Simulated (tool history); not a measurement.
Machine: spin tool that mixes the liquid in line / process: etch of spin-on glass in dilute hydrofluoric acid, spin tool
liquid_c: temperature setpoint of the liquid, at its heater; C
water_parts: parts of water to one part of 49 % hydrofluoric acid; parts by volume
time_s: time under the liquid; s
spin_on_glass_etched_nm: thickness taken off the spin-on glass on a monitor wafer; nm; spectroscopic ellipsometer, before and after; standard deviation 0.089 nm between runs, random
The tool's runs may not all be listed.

Run 1, hour 0: liquid_c 22 C, water_parts 90 parts by volume, time_s 70 s. Result: spin_on_glass_etched_nm 17.349 nm.
Run 2, hour 8.6: liquid_c 21.5 C, water_parts 90 parts by volume, time_s 70 s. Result: spin_on_glass_etched_nm 16.994 nm.
Run 3, hour 9.2: liquid_c 19.5 C, water_parts 90 parts by volume, time_s 70 s. Result: spin_on_glass_etched_nm 15.867 nm.
Run 4, hour 14.1: liquid_c 22.5 C, water_parts 90 parts by volume, time_s 70 s. Result: spin_on_glass_etched_nm 17.609 nm.
Run 5, hour 19: liquid_c 22.5 C, water_parts 90 parts by volume, time_s 70 s. Result: spin_on_glass_etched_nm 17.991 nm.
Run 6, hour 24.4: liquid_c 25.5 C, water_parts 90 parts by volume, time_s 70 s. Result: spin_on_glass_etched_nm 20.279 nm.
Run 7, hour 26.2: liquid_c 24.5 C, water_parts 90 parts by volume, time_s 70 s. Result: spin_on_glass_etched_nm 19.473 nm.
Run 8, hour 30.2: liquid_c 23.5 C, water_parts 90 parts by volume, time_s 70 s. Result: spin_on_glass_etched_nm 18.589 nm.
Run 9, hour 36.6: liquid_c 22.5 C, water_parts 90 parts by volume, time_s 70 s. Result: spin_on_glass_etched_nm 17.94 nm.

Run 10 is up next; what results do you expect?
Run 10, hour 39.5: liquid_c 22.5 C, water_parts 90 parts by volume, time_s 70 s. Result: spin_on_glass_etched_nm ?.

Logged for run 10: spin_on_glass_etched_nm 18.044 nm.

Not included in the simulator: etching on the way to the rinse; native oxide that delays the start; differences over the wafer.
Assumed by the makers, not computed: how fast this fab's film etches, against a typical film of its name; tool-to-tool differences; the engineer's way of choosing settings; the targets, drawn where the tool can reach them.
